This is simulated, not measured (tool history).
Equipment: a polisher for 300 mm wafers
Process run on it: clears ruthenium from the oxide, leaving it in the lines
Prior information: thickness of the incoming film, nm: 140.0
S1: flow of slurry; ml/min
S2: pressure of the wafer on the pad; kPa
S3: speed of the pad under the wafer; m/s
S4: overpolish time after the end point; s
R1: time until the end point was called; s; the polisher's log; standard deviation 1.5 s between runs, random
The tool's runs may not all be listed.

Run 1, day 0: S1 265 ml/min, S2 14.5 kPa, S3 1.26 m/s, S4 44 s. Result: R1 75.491 s.
Run 2, day 0.238: S1 265 ml/min, S2 14.5 kPa, S3 0.98 m/s, S4 44 s. Result: R1 94.69 s.
Run 3, day 0.412: S1 265 ml/min, S2 14.5 kPa, S3 0.8 m/s, S4 44 s. Result: R1 117.06 s.
Run 4, day 0.783: S1 265 ml/min, S2 17.9 kPa, S3 0.8 m/s, S4 44 s. Result: R1 98.354 s.
Run 5, day 0.925: S1 265 ml/min, S2 20 kPa, S3 0.8 m/s, S4 44 s. Result: R1 89.287 s.
Run 6, day 1.292: S1 265 ml/min, S2 19.3 kPa, S3 0.8 m/s, S4 44 s. Result: R1 91.741 s.
Run 7, day 1.538: S1 265 ml/min, S2 18.6 kPa, S3 0.8 m/s, S4 44 s. Result: R1 93.623 s.

What does the tool deliver on the next run?
Run 8, day 1.629: S1 265 ml/min, S2 18.6 kPa, S3 0.8 m/s, S4 44 s. Result: R1 ?.

{"run 8": {"R1": 93.974}}
